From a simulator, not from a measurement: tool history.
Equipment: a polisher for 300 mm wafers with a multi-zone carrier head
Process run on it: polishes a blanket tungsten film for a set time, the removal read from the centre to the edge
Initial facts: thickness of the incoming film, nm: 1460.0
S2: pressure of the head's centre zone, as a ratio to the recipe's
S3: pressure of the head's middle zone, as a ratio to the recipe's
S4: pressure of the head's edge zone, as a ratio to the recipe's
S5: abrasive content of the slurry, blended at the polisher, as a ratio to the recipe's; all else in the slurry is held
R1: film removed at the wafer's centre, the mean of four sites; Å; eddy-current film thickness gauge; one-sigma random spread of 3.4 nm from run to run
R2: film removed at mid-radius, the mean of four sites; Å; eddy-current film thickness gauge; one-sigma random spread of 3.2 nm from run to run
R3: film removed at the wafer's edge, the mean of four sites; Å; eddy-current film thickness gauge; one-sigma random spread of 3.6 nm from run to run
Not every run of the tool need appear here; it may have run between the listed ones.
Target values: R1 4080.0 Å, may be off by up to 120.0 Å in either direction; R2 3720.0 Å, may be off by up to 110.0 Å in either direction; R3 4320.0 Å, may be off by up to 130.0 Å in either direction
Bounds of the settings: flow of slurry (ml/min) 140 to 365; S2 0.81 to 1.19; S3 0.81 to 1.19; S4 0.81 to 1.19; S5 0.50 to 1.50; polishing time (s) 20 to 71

{"run": 1, "hour": 0.0, "flow of slurry (ml/min)": 235, "S2": 1.0, "S3": 1.0, "S4": 1.0, "S5": 1.0, "polishing time (s)": 45, "R1": 3564.0, "R2": 3499.8, "R3": 3487.4}
{"run": 2, "hour": 1.8, "flow of slurry (ml/min)": 245, "S2": 1.0, "S3": 0.99, "S4": 1.04, "S5": 1.1, "polishing time (s)": 45, "R1": 3660.1, "R2": 3569.8, "R3": 3625.6}
{"run": 3, "hour": 2.9, "flow of slurry (ml/min)": 245, "S2": 1.0, "S3": 0.99, "S4": 1.04, "S5": 1.1, "polishing time (s)": 35, "R1": 2846.1, "R2": 2799.2, "R3": 2808.0}
{"run": 4, "hour": 7.2, "flow of slurry (ml/min)": 245, "S2": 1.0, "S3": 0.94, "S4": 1.04, "S5": 1.1, "polishing time (s)": 35, "R1": 2850.3, "R2": 2653.9, "R3": 2821.4}
{"run": 5, "hour": 12.6, "flow of slurry (ml/min)": 235, "S2": 1.0, "S3": 0.93, "S4": 1.06, "S5": 1.2, "polishing time (s)": 38, "R1": 3119.5, "R2": 2871.9, "R3": 3173.9}
{"run": 6, "hour": 17.7, "flow of slurry (ml/min)": 235, "S2": 1.0, "S3": 0.93, "S4": 1.06, "S5": 1.2, "polishing time (s)": 43, "R1": 3525.4, "R2": 3284.3, "R3": 3521.6}
{"run": 7, "hour": 24.2, "flow of slurry (ml/min)": 230, "S2": 1.0, "S3": 0.92, "S4": 1.08, "S5": 1.25, "polishing time (s)": 44, "R1": 3601.8, "R2": 3299.3, "R3": 3633.4}
{"run": 8, "hour": 33.2, "flow of slurry (ml/min)": 240, "S2": 1.0, "S3": 0.91, "S4": 1.1, "S5": 1.3, "polishing time (s)": 45, "R1": 3752.1, "R2": 3432.2, "R3": 3838.1}
{"run": 9, "hour": 41.9, "flow of slurry (ml/min)": 250, "S2": 1.0, "S3": 0.91, "S4": 1.12, "S5": 1.35, "polishing time (s)": 45, "R1": 3814.3, "R2": 3479.0, "R3": 3892.0}
{"run": 10, "hour": 44.2, "flow of slurry (ml/min)": 255, "S2": 1.0, "S3": 0.91, "S4": 1.13, "S5": 1.4, "polishing time (s)": 45, "R1": 3814.1, "R2": 3473.4, "R3": 3937.0}
{"run": 11, "hour": 44.7, "flow of slurry (ml/min)": 255, "S2": 1.0, "S3": 0.91, "S4": 1.14, "S5": 1.4, "polishing time (s)": 46, "R1": 3909.3, "R2": 3577.1, "R3": 4082.0}
{"run": 12, "hour": 48.2, "flow of slurry (ml/min)": 260, "S2": 1.0, "S3": 0.91, "S4": 1.15, "S5": 1.4, "polishing time (s)": 46, "R1": 3933.5, "R2": 3544.4, "R3": 4087.2}
{"run": 13, "hour": 57.0, "flow of slurry (ml/min)": 265, "S2": 1.0, "S3": 0.91, "S4": 1.16, "S5": 1.4, "polishing time (s)": 46, "R1": 3870.7, "R2": 3580.9, "R3": 4097.2}
{"run": 14, "hour": 59.9, "flow of slurry (ml/min)": 265, "S2": 1.0, "S3": 0.91, "S4": 1.17, "S5": 1.4, "polishing time (s)": 46, "R1": 3961.4, "R2": 3606.9, "R3": 4131.6}
{"run": 15, "hour": 68.3, "flow of slurry (ml/min)": 270, "S2": 1.0, "S3": 0.91, "S4": 1.17, "S5": 1.4, "polishing time (s)": 46, "R1": 3909.8, "R2": 3558.1, "R3": 4146.5}
{"run": 16, "hour": 73.5, "flow of slurry (ml/min)": 275, "S2": 1.0, "S3": 0.91, "S4": 1.17, "S5": 1.4, "polishing time (s)": 46, "R1": 3994.6, "R2": 3549.6, "R3": 4097.6}
{"run": 17, "hour": 74.7, "flow of slurry (ml/min)": 270, "S2": 1.0, "S3": 0.91, "S4": 1.17, "S5": 1.4, "polishing time (s)": 46, "R1": 3943.5, "R2": 3538.4, "R3": 4092.8}
{"run": 18, "hour": 82.3, "flow of slurry (ml/min)": 305, "S2": 0.98, "S3": 0.91, "S4": 1.19, "S5": 1.5, "polishing time (s)": 46, "R1": 3970.3, "R2": 3645.0, "R3": 4223.5}

Exercise: of the 5 proposed moves below, exactly one satisfies all targets within the stated allowed misses. Which move is it?
{"run": "A", "hour": 89.9, "flow of slurry (ml/min)": 315, "S2": 1.07, "S3": 0.89, "S4": 1.12, "S5": 1.5, "polishing time (s)": 45, "R1": "?", "R2": "?", "R3": "?"}
{"run": "B", "hour": 89.9, "flow of slurry (ml/min)": 350, "S2": 1.05, "S3": 0.97, "S4": 1.12, "S5": 1.5, "polishing time (s)": 45, "R1": "?", "R2": "?", "R3": "?"}
{"run": "C", "hour": 89.9, "flow of slurry (ml/min)": 275, "S2": 1.02, "S3": 0.95, "S4": 1.08, "S5": 1.5, "polishing time (s)": 46, "R1": "?", "R2": "?", "R3": "?"}
{"run": "D", "hour": 89.9, "flow of slurry (ml/min)": 330, "S2": 0.98, "S3": 0.9, "S4": 1.14, "S5": 1.5, "polishing time (s)": 47, "R1": "?", "R2": "?", "R3": "?"}
{"run": "E", "hour": 89.9, "flow of slurry (ml/min)": 350, "S2": 0.99, "S3": 1.03, "S4": 1.18, "S5": 1.5, "polishing time (s)": 44, "R1": "?", "R2": "?", "R3": "?"}

move=A R1=4175.2 R2=3483.6 R3=4127.6
move=B R1=4150.9 R2=3762.8 R3=4149.5
move=C R1=4054.2 R2=3709.6 R3=4103.2
move=D R1=4076.4 R2=3685.7 R3=4362.1
move=E R1=3870.4 R2=3863.3 R3=4164.9
A: gets the furthest-off result to its target, but another result is out of tolerance
B: gets the furthest-off result to its target, but another result is out of tolerance
C: gets the furthest-off result to its target, but another result is out of tolerance
D: every result within its allowed miss
E: lands further from the targets than the last run did
The move that meets every target is D.

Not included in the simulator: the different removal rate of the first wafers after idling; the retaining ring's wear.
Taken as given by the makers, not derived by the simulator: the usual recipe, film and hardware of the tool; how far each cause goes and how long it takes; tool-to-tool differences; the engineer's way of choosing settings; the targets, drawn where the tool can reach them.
